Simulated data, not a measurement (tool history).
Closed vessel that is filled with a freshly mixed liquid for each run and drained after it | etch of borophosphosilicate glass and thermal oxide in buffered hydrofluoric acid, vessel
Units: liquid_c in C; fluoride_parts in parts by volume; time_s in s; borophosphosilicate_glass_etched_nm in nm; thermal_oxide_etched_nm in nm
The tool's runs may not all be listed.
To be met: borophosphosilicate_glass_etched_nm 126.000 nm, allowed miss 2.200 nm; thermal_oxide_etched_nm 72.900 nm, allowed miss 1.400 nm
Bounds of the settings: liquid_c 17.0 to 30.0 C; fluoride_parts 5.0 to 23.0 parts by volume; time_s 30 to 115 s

run	hour	liquid_c	fluoride_parts	time_s	borophosphosilicate_glass_etched_nm	thermal_oxide_etched_nm
1	0.0	22.0	14.0	60	77.229	45.099
2	4.3	19.5	14.0	60	67.050	38.753
3	6.7	19.5	12.0	60	78.208	45.209
4	14.2	21.0	12.0	60	85.439	49.289
5	15.3	21.0	12.0	75	106.440	61.518
6	22.0	19.5	12.0	75	98.094	56.297
7	24.2	21.0	12.0	75	106.360	61.393
8	27.1	24.5	12.0	75	128.520	74.756

Which of these 4 next moves meets every target?
A	30.0	24.0	12.0	75	?	?
B	30.0	28.5	15.5	80	?	?
C	30.0	27.5	14.0	75	?	?
D	30.0	20.0	11.0	90	?	?

move	borophosphosilicate_glass_etched_nm	thermal_oxide_etched_nm
A	124.660	71.912
B	131.370	76.051
C	129.150	74.697
D	130.970	75.312
A: meets every target
B: further off than the last run
C: further off than the last run
D: further off than the last run
The right move is A.
